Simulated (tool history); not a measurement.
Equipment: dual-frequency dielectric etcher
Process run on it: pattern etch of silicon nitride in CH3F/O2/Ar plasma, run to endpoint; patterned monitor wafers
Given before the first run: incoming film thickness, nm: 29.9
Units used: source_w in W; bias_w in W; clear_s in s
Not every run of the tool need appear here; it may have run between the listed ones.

run	hour	source_w	bias_w	clear_s
1	0.0	390	68	44.054
2	0.7	420	70	42.696
3	2.9	360	70	44.928
4	9.4	360	60	46.629
5	13.4	400	64	44.633
6	17.0	430	68	42.888
7	22.1	450	71	41.714
8	22.8	470	73	40.801
9	26.8	480	74	40.375

What will run 10 give?
10	28.6	490	75	?

{"run 10": {"clear_s": 39.934}}
